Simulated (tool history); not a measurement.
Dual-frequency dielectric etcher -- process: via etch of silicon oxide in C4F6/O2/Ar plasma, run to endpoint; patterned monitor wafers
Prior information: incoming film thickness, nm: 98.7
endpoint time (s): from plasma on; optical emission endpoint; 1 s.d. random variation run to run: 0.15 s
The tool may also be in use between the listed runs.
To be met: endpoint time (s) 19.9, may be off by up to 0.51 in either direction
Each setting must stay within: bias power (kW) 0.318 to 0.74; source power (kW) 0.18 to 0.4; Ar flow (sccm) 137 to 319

{"run": 1, "hour": 0.0, "bias power (kW)": 0.529, "source power (kW)": 0.29, "Ar flow (sccm)": 228, "endpoint time (s)": 22.912}
{"run": 2, "hour": 1.6, "bias power (kW)": 0.529, "source power (kW)": 0.29, "Ar flow (sccm)": 206, "endpoint time (s)": 22.632}
{"run": 3, "hour": 4.0, "bias power (kW)": 0.529, "source power (kW)": 0.29, "Ar flow (sccm)": 188, "endpoint time (s)": 22.517}
{"run": 4, "hour": 9.7, "bias power (kW)": 0.545, "source power (kW)": 0.29, "Ar flow (sccm)": 187, "endpoint time (s)": 22.161}
{"run": 5, "hour": 17.1, "bias power (kW)": 0.558, "source power (kW)": 0.29, "Ar flow (sccm)": 187, "endpoint time (s)": 21.797}
{"run": 6, "hour": 25.3, "bias power (kW)": 0.568, "source power (kW)": 0.29, "Ar flow (sccm)": 187, "endpoint time (s)": 21.905}
{"run": 7, "hour": 32.7, "bias power (kW)": 0.568, "source power (kW)": 0.29, "Ar flow (sccm)": 187, "endpoint time (s)": 21.724}
{"run": 8, "hour": 38.3, "bias power (kW)": 0.578, "source power (kW)": 0.29, "Ar flow (sccm)": 187, "endpoint time (s)": 21.515}
{"run": 9, "hour": 46.9, "bias power (kW)": 0.587, "source power (kW)": 0.29, "Ar flow (sccm)": 187, "endpoint time (s)": 21.581}
{"run": 10, "hour": 52.8, "bias power (kW)": 0.598, "source power (kW)": 0.29, "Ar flow (sccm)": 187, "endpoint time (s)": 21.05}
{"run": 11, "hour": 58.2, "bias power (kW)": 0.604, "source power (kW)": 0.29, "Ar flow (sccm)": 187, "endpoint time (s)": 20.972}
{"run": 12, "hour": 65.6, "bias power (kW)": 0.61, "source power (kW)": 0.29, "Ar flow (sccm)": 187, "endpoint time (s)": 21.289}
{"run": 13, "hour": 66.7, "bias power (kW)": 0.619, "source power (kW)": 0.29, "Ar flow (sccm)": 187, "endpoint time (s)": 20.907}
{"hour": 67.4, "done": "wet clean of the chamber"}
{"run": 14, "hour": 67.4, "bias power (kW)": 0.625, "source power (kW)": 0.29, "Ar flow (sccm)": 187, "endpoint time (s)": 21.249}

Exactly one of the 4 candidate moves below puts every result within its allowed miss. Which one?
{"run": "A", "hour": 68.1, "bias power (kW)": 0.608, "source power (kW)": 0.26, "Ar flow (sccm)": 195, "endpoint time (s)": "?"}
{"run": "B", "hour": 68.1, "bias power (kW)": 0.615, "source power (kW)": 0.26, "Ar flow (sccm)": 188, "endpoint time (s)": "?"}
{"run": "C", "hour": 68.1, "bias power (kW)": 0.713, "source power (kW)": 0.35, "Ar flow (sccm)": 187, "endpoint time (s)": "?"}
{"run": "D", "hour": 68.1, "bias power (kW)": 0.682, "source power (kW)": 0.31, "Ar flow (sccm)": 170, "endpoint time (s)": "?"}

move=A endpoint_time_(s)=22.636
move=B endpoint_time_(s)=22.414
move=C endpoint_time_(s)=18.993
move=D endpoint_time_(s)=19.926
A: the biggest miss grows against the last run
B: the biggest miss grows against the last run
C: takes the result that was furthest off past its target
D: in spec on every target
D is the move that brings every result within its allowed miss.
